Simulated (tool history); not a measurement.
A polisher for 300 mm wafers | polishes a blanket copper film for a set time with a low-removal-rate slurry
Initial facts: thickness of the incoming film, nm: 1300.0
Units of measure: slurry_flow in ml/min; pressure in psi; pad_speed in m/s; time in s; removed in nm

| run | hour | slurry_flow | pressure | pad_speed | slurry_solids | time | removed |
|---|---|---|---|---|---|---|---|
| 1 | 0.0 | 170 | 1.6 | 1.00 | 1.00 | 27 | 45.456 |
| 2 | 4.0 | 170 | 1.6 | 1.00 | 1.10 | 27 | 46.493 |
| 3 | 11.7 | 170 | 1.6 | 0.90 | 1.10 | 27 | 40.382 |
| 4 | 16.7 | 170 | 1.6 | 0.90 | 1.00 | 27 | 40.864 |
| 5 | 25.0 | 170 | 1.6 | 0.90 | 0.85 | 27 | 39.198 |
| 6 | 28.4 | 170 | 1.7 | 0.90 | 0.85 | 27 | 42.065 |

Forecast run 7:
| 7 | 29.3 | 170 | 1.8 | 0.90 | 0.85 | 27 | ? |

removed: 44.809 nm
